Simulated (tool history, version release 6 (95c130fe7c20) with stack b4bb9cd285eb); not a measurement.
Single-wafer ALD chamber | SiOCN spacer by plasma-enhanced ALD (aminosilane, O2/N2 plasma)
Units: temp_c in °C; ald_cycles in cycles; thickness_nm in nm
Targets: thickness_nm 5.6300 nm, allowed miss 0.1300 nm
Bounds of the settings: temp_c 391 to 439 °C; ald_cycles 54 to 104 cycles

{"run": 1, "day": 0.0, "temp_c": 415, "ald_cycles": 79, "thickness_nm": 4.7072}
{"run": 2, "day": 0.167, "temp_c": 413, "ald_cycles": 82, "thickness_nm": 4.9493}
{"run": 3, "day": 0.462, "temp_c": 410, "ald_cycles": 84, "thickness_nm": 5.0942}
{"run": 4, "day": 0.688, "temp_c": 408, "ald_cycles": 86, "thickness_nm": 5.2824}
{"run": 5, "day": 0.946, "temp_c": 406, "ald_cycles": 87, "thickness_nm": 5.3649}
{"run": 6, "day": 1.129, "temp_c": 406, "ald_cycles": 96, "thickness_nm": 5.8741}
{"run": 7, "day": 1.208, "temp_c": 407, "ald_cycles": 96, "thickness_nm": 5.8941}
{"run": 8, "day": 1.471, "temp_c": 408, "ald_cycles": 95, "thickness_nm": 5.7996}
{"run": 9, "day": 1.621, "temp_c": 409, "ald_cycles": 95, "thickness_nm": 5.8063}

5 next moves are on the table. One of them brings every result within its allowed miss. Which?
{"run": "A", "day": 1.771, "temp_c": 400, "ald_cycles": 91, "thickness_nm": "?"}
{"run": "B", "day": 1.771, "temp_c": 414, "ald_cycles": 99, "thickness_nm": "?"}
{"run": "C", "day": 1.771, "temp_c": 406, "ald_cycles": 87, "thickness_nm": "?"}
{"run": "D", "day": 1.771, "temp_c": 412, "ald_cycles": 88, "thickness_nm": "?"}
{"run": "E", "day": 1.771, "temp_c": 414, "ald_cycles": 90, "thickness_nm": "?"}

move=A thickness_nm=5.6014
move=B thickness_nm=5.9593
move=C thickness_nm=5.3551
move=D thickness_nm=5.3330
move=E thickness_nm=5.4175
A: meets every target
B: further off than the last run
C: takes the result that was furthest off past its target
D: takes the result that was furthest off past its target
E: takes the result that was furthest off past its target
Answer: A

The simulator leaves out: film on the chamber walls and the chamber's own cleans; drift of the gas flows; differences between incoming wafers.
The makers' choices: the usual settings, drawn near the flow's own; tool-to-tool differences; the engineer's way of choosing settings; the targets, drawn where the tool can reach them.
